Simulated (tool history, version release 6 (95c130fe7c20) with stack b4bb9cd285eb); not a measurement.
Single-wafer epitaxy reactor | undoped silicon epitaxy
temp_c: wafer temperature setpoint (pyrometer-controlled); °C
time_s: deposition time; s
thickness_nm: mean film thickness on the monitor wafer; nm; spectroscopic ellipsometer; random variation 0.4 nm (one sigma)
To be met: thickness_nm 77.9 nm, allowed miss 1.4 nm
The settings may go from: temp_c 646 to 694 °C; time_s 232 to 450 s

run  hour  temp_c  time_s  thickness_nm
  1     0     670     341        96.831
  2   2.6     670     320        89.349
  3     4     676     320        101.28
  4  11.1     674     320        98.188
  5  15.5     683     320        114.03
  6  18.5     679     320        107.21
  7  26.4     676     320        100.85
  8  34.5     674     320        97.146
  9  37.7     672     320        93.798
 10  45.6     670     320        90.532
 11    51     669     320        88.058

Which of these 5 next moves meets every target?
  A  56.4     668     287             ?
  B  56.4     662     334             ?
  C  56.4     664     291             ?
  D  56.4     665     319             ?
  E  56.4     669     266             ?

move  thickness_nm
   A        77.605
   B        80.805
   C        73.072
   D        81.603
   E        73.264
A: meets every target
B: nearer than the last run, and not there yet
C: takes the result that was furthest off past its target
D: nearer than the last run, and not there yet
E: takes the result that was furthest off past its target
Answer: A
